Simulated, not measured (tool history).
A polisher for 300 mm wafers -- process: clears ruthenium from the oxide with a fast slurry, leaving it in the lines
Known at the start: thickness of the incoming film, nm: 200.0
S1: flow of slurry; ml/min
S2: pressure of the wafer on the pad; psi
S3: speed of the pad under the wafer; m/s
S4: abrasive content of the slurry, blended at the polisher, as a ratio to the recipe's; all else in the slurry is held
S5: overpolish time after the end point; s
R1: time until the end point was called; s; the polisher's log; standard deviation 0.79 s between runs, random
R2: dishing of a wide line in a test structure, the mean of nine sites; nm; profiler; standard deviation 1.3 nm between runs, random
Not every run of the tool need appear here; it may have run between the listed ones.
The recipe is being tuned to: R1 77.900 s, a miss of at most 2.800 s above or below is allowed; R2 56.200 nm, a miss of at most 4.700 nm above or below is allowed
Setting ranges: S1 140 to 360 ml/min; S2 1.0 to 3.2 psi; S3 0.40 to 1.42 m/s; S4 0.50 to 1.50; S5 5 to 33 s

Run 1, hour 0.0: S1 230 ml/min, S2 2.1 psi, S3 0.90 m/s, S4 1.00, S5 17 s. Result: R1 86.642 s, R2 32.429 nm.
Run 2, hour 1.7: S1 230 ml/min, S2 2.1 psi, S3 0.90 m/s, S4 1.00, S5 13 s. Result: R1 87.676 s, R2 25.633 nm.
Run 3, hour 6.3: S1 230 ml/min, S2 2.1 psi, S3 1.12 m/s, S4 1.00, S5 13 s. Result: R1 74.590 s, R2 29.137 nm.
Run 4, hour 14.8: S1 230 ml/min, S2 1.6 psi, S3 1.12 m/s, S4 1.00, S5 13 s. Result: R1 98.665 s, R2 22.418 nm.
At hour 19.4: head pressure recalibrated.
Run 5, hour 19.4: S1 230 ml/min, S2 1.6 psi, S3 1.12 m/s, S4 1.00, S5 17 s. Result: R1 89.084 s, R2 32.461 nm.
Run 6, hour 28.1: S1 230 ml/min, S2 1.6 psi, S3 1.12 m/s, S4 1.00, S5 19 s. Result: R1 89.576 s, R2 34.268 nm.
Run 7, hour 30.4: S1 235 ml/min, S2 2.0 psi, S3 1.12 m/s, S4 1.00, S5 27 s. Result: R1 71.995 s, R2 59.172 nm.
Run 8, hour 35.8: S1 235 ml/min, S2 1.9 psi, S3 1.12 m/s, S4 1.00, S5 27 s. Result: R1 74.427 s, R2 56.079 nm.

Next run, 4 choices. One meets every target within its allowed miss, the rest don't. Which?
Run A, hour 41.2: S1 205 ml/min, S2 1.7 psi, S3 1.38 m/s, S4 1.05, S5 26 s. Result: R1 ?, R2 ?.
Run B, hour 41.2: S1 200 ml/min, S2 1.9 psi, S3 1.06 m/s, S4 1.00, S5 28 s. Result: R1 ?, R2 ?.
Run C, hour 41.2: S1 265 ml/min, S2 2.0 psi, S3 1.20 m/s, S4 0.85, S5 26 s. Result: R1 ?, R2 ?.
Run D, hour 41.2: S1 240 ml/min, S2 1.9 psi, S3 1.20 m/s, S4 1.00, S5 24 s. Result: R1 ?, R2 ?.

move      R1      R2
   A  70.661  55.438
   B  77.662  54.472
   C  71.631  54.790
   D  70.298  51.954
A: its largest miss is bigger than the last run's
B: each result inside its tolerance
C: its largest miss is bigger than the last run's
D: its largest miss is bigger than the last run's
Move B is the one to make.

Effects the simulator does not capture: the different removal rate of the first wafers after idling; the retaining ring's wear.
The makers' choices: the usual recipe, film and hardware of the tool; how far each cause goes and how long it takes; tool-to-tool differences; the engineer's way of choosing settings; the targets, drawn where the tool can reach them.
